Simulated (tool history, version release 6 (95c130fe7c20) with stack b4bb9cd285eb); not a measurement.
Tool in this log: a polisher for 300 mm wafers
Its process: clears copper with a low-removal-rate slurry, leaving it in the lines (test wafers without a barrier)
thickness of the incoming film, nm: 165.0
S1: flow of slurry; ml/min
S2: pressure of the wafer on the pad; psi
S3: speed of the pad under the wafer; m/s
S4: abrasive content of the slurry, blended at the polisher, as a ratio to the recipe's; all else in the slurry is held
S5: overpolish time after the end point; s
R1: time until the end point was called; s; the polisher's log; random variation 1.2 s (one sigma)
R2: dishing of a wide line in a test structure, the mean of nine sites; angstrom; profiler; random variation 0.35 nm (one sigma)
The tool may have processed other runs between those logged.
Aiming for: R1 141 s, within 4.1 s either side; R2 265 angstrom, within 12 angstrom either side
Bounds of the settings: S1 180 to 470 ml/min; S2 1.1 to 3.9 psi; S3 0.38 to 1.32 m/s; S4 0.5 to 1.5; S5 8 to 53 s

run,hour,S1,S2,S3,S4,S5,R1,R2
1,0,300,2.5,0.84,1,27,77.05,381.75
2,1.2,300,2.2,0.84,1,28,87.431,360.21
3,7.4,235,2.2,0.84,1,28,89.787,348.78
4,8.2,235,2.2,0.84,0.85,28,94.657,343.68
5,14.1,235,2.2,0.84,1.05,28,89.826,352.55
6,21.1,230,2,0.84,1.05,29,96.888,332.3
7,28.7,225,1.8,0.84,1.05,30,107.16,316.9
8,31.4,220,1.7,0.84,1.05,30,114.27,298.53
9,37.2,215,1.6,0.84,1.05,30,119.83,283.87
10,38.8,210,1.5,0.84,1.05,31,128.95,269.48

Which one of the following 5 next-run settings gets every result inside its allowed miss? There is exactly one.
A,40.4,225,2.4,0.64,0.85,25,?,?
B,40.4,180,1.6,0.78,1.05,28,?,?
C,40.4,180,1.3,0.92,0.8,35,?,?
D,40.4,240,1.6,0.82,1.1,31,?,?
E,40.4,185,1.7,0.78,0.65,33,?,?

move,R1,R2
A,113.9,262.54
B,137.24,241.76
C,151.61,267.68
D,123.68,291.19
E,143.89,269.61
A: lands further from the targets than the last run did
B: brings the last run's worst result on target, with another outside its allowed miss
C: the result that was furthest off in the last run now lies on the other side of its target
D: lands further from the targets than the last run did
E: all results in spec
E is the move that brings every result within its allowed miss.

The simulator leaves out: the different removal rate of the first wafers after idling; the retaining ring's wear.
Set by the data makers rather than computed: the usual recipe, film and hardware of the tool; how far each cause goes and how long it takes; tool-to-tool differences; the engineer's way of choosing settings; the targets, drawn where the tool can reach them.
